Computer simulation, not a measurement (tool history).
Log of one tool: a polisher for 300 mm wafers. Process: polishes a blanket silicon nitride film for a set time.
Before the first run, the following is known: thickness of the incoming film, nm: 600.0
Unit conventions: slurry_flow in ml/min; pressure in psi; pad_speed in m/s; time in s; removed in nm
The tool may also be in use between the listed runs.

run 1 day=0.000 | slurry_flow=230 pressure=4.5 pad_speed=1.28 time=39 | removed=103.280
run 2 day=0.258 | slurry_flow=230 pressure=3.6 pad_speed=1.28 time=39 | removed=82.333
run 3 day=0.312 | slurry_flow=210 pressure=3.6 pad_speed=1.28 time=39 | removed=81.544
run 4 day=0.471 | slurry_flow=205 pressure=3.4 pad_speed=1.28 time=39 | removed=76.010
run 5 day=0.721 | slurry_flow=195 pressure=3.3 pad_speed=1.28 time=39 | removed=75.006
run 6 day=0.779 | slurry_flow=195 pressure=3.3 pad_speed=1.28 time=35 | removed=66.180

What does the tool deliver on the next run?
run 7 day=0.871 | slurry_flow=190 pressure=3.3 pad_speed=1.28 time=35 | removed=?

removed: 66.210 nm
